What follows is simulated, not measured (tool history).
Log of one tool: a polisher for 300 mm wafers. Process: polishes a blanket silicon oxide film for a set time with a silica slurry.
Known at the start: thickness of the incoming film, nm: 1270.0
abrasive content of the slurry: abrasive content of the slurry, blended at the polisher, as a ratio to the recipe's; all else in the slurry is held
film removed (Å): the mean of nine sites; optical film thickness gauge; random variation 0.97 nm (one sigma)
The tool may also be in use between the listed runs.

| run | hour | flow of slurry (ml/min) | pressure of the wafer on the pad (psi) | speed of the pad under the wafer (cm/s) | abrasive content of the slurry | polishing time (s) | film removed (Å) |
|---|---|---|---|---|---|---|---|
| 1 | 0 | 130 | 3.2 | 106 | 1 | 37 | 747.67 |
| 2 | 3.1 | 130 | 3.2 | 106 | 0.9 | 37 | 710.84 |
| 3 | 6.5 | 130 | 3.2 | 106 | 0.9 | 32 | 612.83 |
| 4 | 9.5 | 150 | 3.2 | 106 | 0.9 | 32 | 630.37 |
| 5 | 15.4 | 135 | 3.2 | 106 | 0.9 | 32 | 624.09 |
| 6 | 21.1 | 135 | 3.2 | 120 | 0.9 | 32 | 676.71 |
| 7 | 21.8 | 135 | 3.6 | 124 | 0.9 | 32 | 772.4 |

Forecast run 8:
| 8 | 27.2 | 135 | 3.9 | 130 | 0.9 | 32 | ? |

Run 8 gave film removed (Å) 864.63.
